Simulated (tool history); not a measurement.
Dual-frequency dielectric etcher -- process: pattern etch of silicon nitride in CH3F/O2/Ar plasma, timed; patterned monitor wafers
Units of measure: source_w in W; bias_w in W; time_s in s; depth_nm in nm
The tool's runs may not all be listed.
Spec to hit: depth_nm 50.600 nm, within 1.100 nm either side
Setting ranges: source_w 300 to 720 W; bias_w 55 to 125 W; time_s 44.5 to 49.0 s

Run 1, hour 0.0: source_w 510 W, bias_w 90 W, time_s 49.0 s. Result: depth_nm 42.829 nm.
Run 2, hour 7.4: source_w 550 W, bias_w 92 W, time_s 49.0 s. Result: depth_nm 44.807 nm.
Run 3, hour 10.0: source_w 550 W, bias_w 92 W, time_s 49.0 s. Result: depth_nm 44.814 nm.
Run 4, hour 15.6: source_w 480 W, bias_w 92 W, time_s 49.0 s. Result: depth_nm 41.996 nm.
Run 5, hour 17.8: source_w 480 W, bias_w 107 W, time_s 49.0 s. Result: depth_nm 44.832 nm.
Run 6, hour 25.9: source_w 480 W, bias_w 107 W, time_s 44.5 s. Result: depth_nm 40.968 nm.
Run 7, hour 34.7: source_w 520 W, bias_w 109 W, time_s 44.5 s. Result: depth_nm 42.668 nm.
Run 8, hour 42.0: source_w 550 W, bias_w 111 W, time_s 44.5 s. Result: depth_nm 43.993 nm.
Run 9, hour 47.4: source_w 580 W, bias_w 113 W, time_s 44.5 s. Result: depth_nm 45.522 nm.
Run 10, hour 53.6: source_w 600 W, bias_w 114 W, time_s 44.5 s. Result: depth_nm 46.336 nm.
Run 11, hour 54.9: source_w 620 W, bias_w 115 W, time_s 44.5 s. Result: depth_nm 47.146 nm.
Run 12, hour 57.7: source_w 630 W, bias_w 116 W, time_s 44.5 s. Result: depth_nm 47.773 nm.

Exactly one of the 4 candidate moves below puts every result within its allowed miss. Which one?
Run A, hour 60.5: source_w 580 W, bias_w 110 W, time_s 46.0 s. Result: depth_nm ?.
Run B, hour 60.5: source_w 630 W, bias_w 121 W, time_s 46.0 s. Result: depth_nm ?.
Run C, hour 60.5: source_w 560 W, bias_w 106 W, time_s 44.5 s. Result: depth_nm ?.
Run D, hour 60.5: source_w 540 W, bias_w 103 W, time_s 49.0 s. Result: depth_nm ?.

move  depth_nm
   A    46.330
   B    50.064
   C    43.423
   D    46.458
A: further off than the last run
B: all results land within tolerance of their targets
C: further off than the last run
D: further off than the last run
Answer: B

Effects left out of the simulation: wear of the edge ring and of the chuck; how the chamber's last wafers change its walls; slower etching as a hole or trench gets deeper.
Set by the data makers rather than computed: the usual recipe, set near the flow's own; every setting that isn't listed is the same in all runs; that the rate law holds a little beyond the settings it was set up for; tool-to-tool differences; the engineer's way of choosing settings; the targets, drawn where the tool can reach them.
